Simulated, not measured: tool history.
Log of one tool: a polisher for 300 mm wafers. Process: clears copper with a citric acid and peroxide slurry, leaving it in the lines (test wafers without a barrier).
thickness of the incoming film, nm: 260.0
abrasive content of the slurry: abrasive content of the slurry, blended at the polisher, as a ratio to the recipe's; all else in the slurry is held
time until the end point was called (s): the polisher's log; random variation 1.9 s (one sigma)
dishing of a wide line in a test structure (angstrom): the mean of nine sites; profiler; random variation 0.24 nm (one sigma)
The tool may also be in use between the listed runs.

run    day  flow of slurry (ml/min)  pressure of the wafer on the pad (kPa)  speed of the pad under the wafer (cm/s)  abrasive content of the slurry  overpolish time after the end point (s)  time until the end point was called (s)  dishing of a wide line in a test structure (angstrom)
  1      0                      145                                    17.9                                      112                               1                                       14                                   121.25                                                 135.47
  2  0.054                      145                                    17.9                                      112                             1.1                                       14                                   120.91                                                 147.22
  3  0.262                      140                                    15.2                                      112                             1.1                                       14                                   142.56                                                 129.02
  4  0.358                      135                                    13.1                                      112                             1.1                                       15                                   166.46                                                  118.8
  5  0.658                      170                                    13.1                                      112                             1.1                                       15                                   158.11                                                 123.66
  6  1.008                      160                                    12.4                                      112                             1.1                                       16                                   165.73                                                  122.3
  7  1.238                      150                                    11.7                                      112                             1.1                                       17                                   182.58                                                 122.49
  8  1.267                      145                                    11.7                                      112                             1.1                                       17                                   181.05                                                 120.98
  9  1.321                      140                                    10.3                                      112                             1.1                                       17                                   207.59                                                 113.17
 10  1.683                      145                                    10.3                                      112                             1.1                                       17                                   206.23                                                 111.61

Run 11 comes next. What will it give?
 11  1.858                      150                                    10.3                                      112                             1.1                                       17                                        ?                                                      ?

Run 11 gave time until the end point was called (s) 209.08, dishing of a wide line in a test structure (angstrom) 114.22.
